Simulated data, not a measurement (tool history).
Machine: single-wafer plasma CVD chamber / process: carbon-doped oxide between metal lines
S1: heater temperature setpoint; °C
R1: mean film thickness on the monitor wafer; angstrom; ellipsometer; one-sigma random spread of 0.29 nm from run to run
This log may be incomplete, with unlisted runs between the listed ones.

run 1 day=0.000 | S1=330 chamber_pressure_(Pa)=511 RF_power_(W)=380 deposition_time_(s)=10.9 | R1=418.54
run 2 day=0.250 | S1=330 chamber_pressure_(Pa)=585 RF_power_(W)=380 deposition_time_(s)=10.9 | R1=423.87
run 3 day=0.288 | S1=337 chamber_pressure_(Pa)=585 RF_power_(W)=380 deposition_time_(s)=10.9 | R1=417.04
run 4 day=0.362 | S1=337 chamber_pressure_(Pa)=585 RF_power_(W)=380 deposition_time_(s)=10.9 | R1=417.43
run 5 day=0.462 | S1=336 chamber_pressure_(Pa)=597 RF_power_(W)=395 deposition_time_(s)=10.9 | R1=428.86
run 6 day=0.533 | S1=334 chamber_pressure_(Pa)=607 RF_power_(W)=405 deposition_time_(s)=10.9 | R1=441.43
-- day=0.775 thermocouple changed; heater temperature recalibrated
run 7 day=0.775 | S1=333 chamber_pressure_(Pa)=616 RF_power_(W)=415 deposition_time_(s)=10.9 | R1=461.62

Run 8 has not been measured yet. What should we expect?
run 8 day=1.067 | S1=332 chamber_pressure_(Pa)=625 RF_power_(W)=415 deposition_time_(s)=10.9 | R1=?

R1: 467.98 angstrom
